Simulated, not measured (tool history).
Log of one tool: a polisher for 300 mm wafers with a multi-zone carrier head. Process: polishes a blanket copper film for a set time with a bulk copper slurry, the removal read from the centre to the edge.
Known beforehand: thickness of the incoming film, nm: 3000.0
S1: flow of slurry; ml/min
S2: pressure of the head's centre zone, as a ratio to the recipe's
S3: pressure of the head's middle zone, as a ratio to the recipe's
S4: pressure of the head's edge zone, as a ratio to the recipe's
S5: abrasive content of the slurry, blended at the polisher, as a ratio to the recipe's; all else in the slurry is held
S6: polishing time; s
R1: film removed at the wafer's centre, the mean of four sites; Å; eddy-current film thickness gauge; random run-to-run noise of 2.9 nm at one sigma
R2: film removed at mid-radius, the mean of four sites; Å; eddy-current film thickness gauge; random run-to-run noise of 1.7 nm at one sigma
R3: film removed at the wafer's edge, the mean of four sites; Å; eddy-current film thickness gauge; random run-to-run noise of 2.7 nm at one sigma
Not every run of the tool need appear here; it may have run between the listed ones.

run,hour,S1,S2,S3,S4,S5,S6,R1,R2,R3
1,0.0,260,1.00,1.00,1.00,1.00,48,3062.8,3086.9,3090.5
2,3.7,260,1.00,1.00,1.00,1.00,37,2382.6,2415.5,2442.0
3,12.0,255,0.99,0.99,1.01,1.00,37,2447.0,2388.8,2377.8
4,19.7,275,0.96,0.97,1.02,0.95,37,2301.4,2300.5,2427.0
5,23.0,275,0.96,0.97,0.94,0.95,37,2291.3,2326.2,2326.9
6,24.6,275,0.96,1.01,0.94,0.95,37,2324.4,2377.7,2319.0
7,28.0,280,0.95,0.99,0.95,0.95,37,2294.9,2373.0,2327.1
8,35.5,280,0.95,0.98,0.97,0.95,37,2272.4,2332.9,2388.9
9,38.7,280,0.95,0.97,0.98,0.95,37,2339.2,2327.3,2331.5
10,43.0,270,0.95,0.97,1.01,0.90,37,2252.9,2291.2,2348.1
11,44.5,270,0.95,0.97,1.01,0.90,37,2279.5,2286.4,2391.0
12,50.2,270,0.95,0.96,1.02,0.90,37,2282.8,2276.4,2376.5

What will run 13 give?
13,54.2,275,0.94,0.95,1.03,0.90,37,?,?,?

Run 13 came out at R1 2269.1 Å, R2 2241.3 Å, R3 2408.3 Å.
